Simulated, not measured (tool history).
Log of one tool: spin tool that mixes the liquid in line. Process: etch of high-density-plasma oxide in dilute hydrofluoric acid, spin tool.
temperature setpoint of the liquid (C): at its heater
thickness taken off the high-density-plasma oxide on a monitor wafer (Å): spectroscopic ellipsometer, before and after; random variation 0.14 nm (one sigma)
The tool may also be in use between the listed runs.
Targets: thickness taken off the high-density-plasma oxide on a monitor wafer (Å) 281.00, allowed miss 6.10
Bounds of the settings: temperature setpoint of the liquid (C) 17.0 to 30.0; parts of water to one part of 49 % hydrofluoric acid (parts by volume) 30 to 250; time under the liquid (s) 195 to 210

run,hour,temperature setpoint of the liquid (C),parts of water to one part of 49 % hydrofluoric acid (parts by volume),time under the liquid (s),thickness taken off the high-density-plasma oxide on a monitor wafer (Å)
1,0.0,22.0,140,195,135.11
2,3.1,23.0,135,195,148.52
3,6.1,24.0,130,195,160.19
4,7.4,24.5,125,195,170.91
5,13.5,28.0,125,195,195.30
6,15.3,28.0,100,195,251.01
7,22.0,29.0,100,195,263.20
8,23.3,29.5,100,195,267.60
9,29.0,30.0,100,195,271.62
10,31.9,30.0,100,195,272.95
11,40.3,30.0,95,195,289.57
12,41.8,30.0,95,195,291.45

Which of these 5 next moves meets every target?
A,43.3,26.0,85,210,?
B,43.3,29.5,90,195,?
C,43.3,30.0,95,210,?
D,43.3,30.0,100,210,?
E,43.3,29.0,95,195,?

move,thickness taken off the high-density-plasma oxide on a monitor wafer (Å)
A,303.91
B,303.07
C,312.88
D,295.13
E,279.75
A: further off than the last run
B: further off than the last run
C: further off than the last run
D: further off than the last run
E: meets every target
Answer: E
